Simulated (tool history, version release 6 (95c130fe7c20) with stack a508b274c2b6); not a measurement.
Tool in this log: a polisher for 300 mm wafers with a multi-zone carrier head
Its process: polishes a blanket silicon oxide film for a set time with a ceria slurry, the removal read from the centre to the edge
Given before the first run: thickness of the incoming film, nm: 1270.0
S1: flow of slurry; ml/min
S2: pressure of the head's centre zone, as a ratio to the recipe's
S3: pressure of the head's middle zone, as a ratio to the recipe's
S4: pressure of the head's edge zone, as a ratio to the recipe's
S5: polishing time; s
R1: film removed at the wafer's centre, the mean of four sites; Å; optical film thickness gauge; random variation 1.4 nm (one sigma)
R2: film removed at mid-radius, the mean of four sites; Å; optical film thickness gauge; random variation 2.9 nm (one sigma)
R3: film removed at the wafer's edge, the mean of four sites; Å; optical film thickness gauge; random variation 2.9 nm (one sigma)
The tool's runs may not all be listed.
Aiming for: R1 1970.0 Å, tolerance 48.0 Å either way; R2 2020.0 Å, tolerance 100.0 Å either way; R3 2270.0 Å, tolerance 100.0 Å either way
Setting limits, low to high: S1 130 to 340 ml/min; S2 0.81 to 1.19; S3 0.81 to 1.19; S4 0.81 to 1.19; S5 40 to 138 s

| run | day | S1 | S2 | S3 | S4 | S5 | R1 | R2 | R3 |
|---|---|---|---|---|---|---|---|---|---|
| 1 | 0.000 | 220 | 1.00 | 1.00 | 1.00 | 88 | 3759.8 | 3839.3 | 3679.5 |
| 2 | 0.329 | 220 | 1.00 | 1.03 | 1.00 | 88 | 3737.7 | 4041.0 | 3814.0 |
| 3 | 0.425 | 220 | 1.04 | 1.03 | 1.00 | 88 | 3912.6 | 3954.8 | 3810.3 |
| 4 | 0.538 | 220 | 1.04 | 1.03 | 1.03 | 88 | 3947.6 | 3972.1 | 3781.5 |
| 5 | 0.808 | 220 | 1.04 | 1.10 | 1.03 | 88 | 3925.2 | 4219.3 | 3946.1 |
| 6 | 1.142 | 220 | 1.10 | 1.10 | 1.03 | 88 | 4123.4 | 4153.2 | 3820.5 |
| 7 | 1.179 | 205 | 1.05 | 1.04 | 1.04 | 78 | 3453.9 | 3480.3 | 3375.8 |
| 8 | 1.258 | 195 | 1.01 | 1.00 | 1.05 | 71 | 2971.4 | 3061.8 | 3094.0 |
| 9 | 1.488 | 190 | 0.99 | 0.96 | 1.04 | 66 | 2737.8 | 2817.8 | 2882.2 |
| 10 | 1.842 | 185 | 0.97 | 0.93 | 1.04 | 62 | 2494.3 | 2541.5 | 2704.1 |
| 11 | 1.871 | 185 | 0.97 | 0.93 | 1.04 | 62 | 2504.2 | 2557.4 | 2656.7 |
| 12 | 2.138 | 185 | 0.97 | 0.93 | 1.04 | 62 | 2509.1 | 2572.4 | 2756.6 |
| 13 | 2.192 | 180 | 0.96 | 0.91 | 1.02 | 59 | 2321.3 | 2378.8 | 2510.8 |

Below are 5 possible settings for the next run. Only one of them brings all results inside the allowed miss of their targets. Which is it?
| A | 2.246 | 230 | 1.06 | 1.04 | 0.92 | 57 | ? | ? | ? |
| B | 2.246 | 195 | 0.93 | 0.89 | 1.11 | 51 | ? | ? | ? |
| C | 2.246 | 185 | 1.17 | 0.81 | 0.89 | 58 | ? | ? | ? |
| D | 2.246 | 265 | 1.07 | 1.02 | 0.81 | 58 | ? | ? | ? |
| E | 2.246 | 145 | 0.87 | 1.06 | 1.07 | 71 | ? | ? | ? |

| move | R1 | R2 | R3 |
|---|---|---|---|
| A | 2610.7 | 2583.0 | 2397.9 |
| B | 2009.5 | 2029.7 | 2321.7 |
| C | 2843.9 | 2147.4 | 2364.8 |
| D | 2724.3 | 2629.4 | 2330.0 |
| E | 2512.4 | 3083.8 | 3078.7 |
A: further off than the last run
B: all results land within tolerance of their targets
C: further off than the last run
D: further off than the last run
E: further off than the last run
The right move is B.

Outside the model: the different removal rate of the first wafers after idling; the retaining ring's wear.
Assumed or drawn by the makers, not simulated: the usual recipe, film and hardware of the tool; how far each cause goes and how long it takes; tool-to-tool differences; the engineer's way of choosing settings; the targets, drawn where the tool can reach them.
